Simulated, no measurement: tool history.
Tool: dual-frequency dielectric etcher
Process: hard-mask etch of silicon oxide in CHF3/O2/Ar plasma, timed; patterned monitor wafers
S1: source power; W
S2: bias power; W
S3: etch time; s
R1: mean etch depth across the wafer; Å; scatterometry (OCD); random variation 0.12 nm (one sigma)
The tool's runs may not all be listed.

run 1 hour=0 | S1=620 S2=197 S3=11 | R1=226.1
run 2 hour=5.2 | S1=620 S2=197 S3=10 | R1=204.14
run 3 hour=12.7 | S1=620 S2=228 S3=10 | R1=208.92
run 4 hour=18 | S1=620 S2=228 S3=10 | R1=209.59
run 5 hour=21.4 | S1=660 S2=232 S3=10 | R1=217.4
run 6 hour=27.8 | S1=700 S2=235 S3=10 | R1=222.14
run 7 hour=32.3 | S1=730 S2=239 S3=10 | R1=228.37
run 8 hour=34.2 | S1=760 S2=242 S3=10 | R1=232.28
run 9 hour=41.2 | S1=780 S2=245 S3=10 | R1=237.43
run 10 hour=47.3 | S1=800 S2=248 S3=10 | R1=238.81

Forecast run 11:
run 11 hour=52.5 | S1=810 S2=251 S3=10 | R1=?

Run 11 gave R1 240.67 Å.

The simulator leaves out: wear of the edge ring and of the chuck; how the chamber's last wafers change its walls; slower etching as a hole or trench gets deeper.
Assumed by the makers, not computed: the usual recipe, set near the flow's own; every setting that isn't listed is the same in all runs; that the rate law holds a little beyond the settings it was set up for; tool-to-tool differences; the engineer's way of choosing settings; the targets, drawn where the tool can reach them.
